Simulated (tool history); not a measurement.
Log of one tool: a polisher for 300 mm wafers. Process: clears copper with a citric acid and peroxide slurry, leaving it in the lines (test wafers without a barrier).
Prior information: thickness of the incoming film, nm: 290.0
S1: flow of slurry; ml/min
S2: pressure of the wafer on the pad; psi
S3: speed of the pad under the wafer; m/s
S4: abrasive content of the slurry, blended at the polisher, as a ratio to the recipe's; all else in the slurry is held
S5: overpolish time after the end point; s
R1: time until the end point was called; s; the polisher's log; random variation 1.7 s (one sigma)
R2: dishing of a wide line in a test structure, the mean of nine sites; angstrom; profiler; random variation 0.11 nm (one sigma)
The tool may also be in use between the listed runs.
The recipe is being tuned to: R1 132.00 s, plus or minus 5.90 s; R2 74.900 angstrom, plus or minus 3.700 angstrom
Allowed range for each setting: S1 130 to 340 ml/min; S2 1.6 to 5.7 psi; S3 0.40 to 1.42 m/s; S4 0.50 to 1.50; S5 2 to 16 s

run,hour,S1,S2,S3,S4,S5,R1,R2
1,0.0,220,3.6,0.90,1.00,8,142.82,135.560
2,2.4,220,3.6,0.82,1.00,8,156.09,122.810
3,8.0,220,3.6,0.82,1.00,11,156.33,170.130
4,13.1,170,3.6,0.82,1.00,11,164.18,164.860
5,15.0,190,3.7,0.82,1.00,9,154.79,139.470
6,18.4,190,4.5,0.82,1.00,9,127.47,167.000
7,26.8,205,4.4,0.80,1.00,5,133.61,94.363
8,28.5,205,4.4,0.80,1.00,5,132.41,91.754

Which of these 4 next moves meets every target?
A,30.2,195,4.1,0.88,0.75,6,?,?
B,30.2,230,4.2,0.84,0.90,5,?,?
C,30.2,165,5.0,0.74,1.00,4,?,?
D,30.2,240,4.4,0.80,1.00,6,?,?

move,R1,R2
A,137.49,106.040
B,134.85,90.505
C,131.41,74.699
D,132.60,109.890
A: further off than the last run
B: better than the last run, though not everything is in spec
C: all results land within tolerance of their targets
D: further off than the last run
Answer: C
